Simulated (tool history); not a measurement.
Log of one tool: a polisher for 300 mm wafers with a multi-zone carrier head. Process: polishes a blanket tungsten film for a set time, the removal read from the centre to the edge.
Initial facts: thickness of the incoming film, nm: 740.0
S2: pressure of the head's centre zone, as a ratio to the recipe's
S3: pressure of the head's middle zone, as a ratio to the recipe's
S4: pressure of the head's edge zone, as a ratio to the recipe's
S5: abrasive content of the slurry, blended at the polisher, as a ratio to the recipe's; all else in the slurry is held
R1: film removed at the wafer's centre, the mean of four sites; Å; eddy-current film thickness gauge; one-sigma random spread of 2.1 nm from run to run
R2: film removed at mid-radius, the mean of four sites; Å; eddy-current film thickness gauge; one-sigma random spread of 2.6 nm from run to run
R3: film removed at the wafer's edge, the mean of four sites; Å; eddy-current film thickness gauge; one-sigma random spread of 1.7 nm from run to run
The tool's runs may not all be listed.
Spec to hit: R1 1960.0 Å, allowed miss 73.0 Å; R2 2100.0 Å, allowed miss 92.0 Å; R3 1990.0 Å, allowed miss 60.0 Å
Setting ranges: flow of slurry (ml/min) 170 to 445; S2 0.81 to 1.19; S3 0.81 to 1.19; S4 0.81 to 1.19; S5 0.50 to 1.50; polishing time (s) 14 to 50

Run 1, hour 0.0: flow of slurry (ml/min) 285, S2 1.00, S3 1.00, S4 1.00, S5 1.00, polishing time (s) 32. Result: R1 1397.9 Å, R2 1365.0 Å, R3 1379.9 Å.
Run 2, hour 2.5: flow of slurry (ml/min) 285, S2 1.00, S3 1.00, S4 1.00, S5 1.00, polishing time (s) 39. Result: R1 1652.5 Å, R2 1660.8 Å, R3 1699.6 Å.
Run 3, hour 6.9: flow of slurry (ml/min) 340, S2 1.00, S3 1.00, S4 1.00, S5 1.00, polishing time (s) 39. Result: R1 1705.5 Å, R2 1695.8 Å, R3 1705.8 Å.
Run 4, hour 12.6: flow of slurry (ml/min) 340, S2 1.00, S3 0.97, S4 1.00, S5 1.00, polishing time (s) 39. Result: R1 1686.5 Å, R2 1652.3 Å, R3 1705.3 Å.
Run 5, hour 15.8: flow of slurry (ml/min) 340, S2 1.00, S3 1.05, S4 1.00, S5 1.00, polishing time (s) 39. Result: R1 1730.5 Å, R2 1800.7 Å, R3 1689.0 Å.
Run 6, hour 24.5: flow of slurry (ml/min) 335, S2 1.00, S3 1.06, S4 1.02, S5 1.10, polishing time (s) 39. Result: R1 1724.3 Å, R2 1853.4 Å, R3 1737.2 Å.
Run 7, hour 27.8: flow of slurry (ml/min) 335, S2 1.02, S3 1.06, S4 1.04, S5 1.15, polishing time (s) 39. Result: R1 1798.1 Å, R2 1833.0 Å, R3 1806.2 Å.
Run 8, hour 29.8: flow of slurry (ml/min) 335, S2 1.02, S3 1.08, S4 1.06, S5 1.20, polishing time (s) 39. Result: R1 1816.7 Å, R2 1951.4 Å, R3 1831.7 Å.
Run 9, hour 37.8: flow of slurry (ml/min) 335, S2 1.03, S3 1.09, S4 1.08, S5 1.25, polishing time (s) 39. Result: R1 1887.8 Å, R2 1930.6 Å, R3 1885.7 Å.
Run 10, hour 41.0: flow of slurry (ml/min) 335, S2 1.03, S3 1.10, S4 1.09, S5 1.25, polishing time (s) 39. Result: R1 1865.0 Å, R2 1911.7 Å, R3 1845.8 Å.
Run 11, hour 49.5: flow of slurry (ml/min) 335, S2 1.03, S3 1.10, S4 1.09, S5 1.30, polishing time (s) 39. Result: R1 1869.4 Å, R2 2024.6 Å, R3 1878.9 Å.
Run 12, hour 55.7: flow of slurry (ml/min) 335, S2 1.03, S3 1.10, S4 1.10, S5 1.35, polishing time (s) 39. Result: R1 1956.5 Å, R2 1977.8 Å, R3 1903.3 Å.
Run 13, hour 61.1: flow of slurry (ml/min) 335, S2 1.02, S3 1.11, S4 1.11, S5 1.35, polishing time (s) 39. Result: R1 1909.8 Å, R2 1998.9 Å, R3 1951.0 Å.

Which single option among these 5 for the next run brings every result within its allowed miss of target? Just one does.
Run A, hour 66.5: flow of slurry (ml/min) 325, S2 0.95, S3 1.15, S4 1.11, S5 1.10, polishing time (s) 42. Result: R1 ?, R2 ?, R3 ?.
Run B, hour 66.5: flow of slurry (ml/min) 315, S2 0.98, S3 1.09, S4 1.13, S5 1.35, polishing time (s) 40. Result: R1 ?, R2 ?, R3 ?.
Run C, hour 66.5: flow of slurry (ml/min) 365, S2 1.02, S3 1.11, S4 1.10, S5 1.35, polishing time (s) 40. Result: R1 ?, R2 ?, R3 ?.
Run D, hour 66.5: flow of slurry (ml/min) 270, S2 0.97, S3 1.16, S4 1.15, S5 1.45, polishing time (s) 39. Result: R1 ?, R2 ?, R3 ?.
Run E, hour 66.5: flow of slurry (ml/min) 310, S2 1.08, S3 1.06, S4 1.13, S5 1.25, polishing time (s) 39. Result: R1 ?, R2 ?, R3 ?.

move      R1      R2      R3
   A  1780.6  2103.0  2002.9
   B  1843.8  2016.7  2031.3
   C  1947.6  2074.8  2025.7
   D  1783.5  2081.7  2009.7
   E  1937.7  1876.2  1937.8
A: corrects the largest miss of the last run, while another result sits out of spec
B: corrects the largest miss of the last run, while another result sits out of spec
C: in spec on every target
D: corrects the largest miss of the last run, while another result sits out of spec
E: misses by more than the last run did
Answer: C

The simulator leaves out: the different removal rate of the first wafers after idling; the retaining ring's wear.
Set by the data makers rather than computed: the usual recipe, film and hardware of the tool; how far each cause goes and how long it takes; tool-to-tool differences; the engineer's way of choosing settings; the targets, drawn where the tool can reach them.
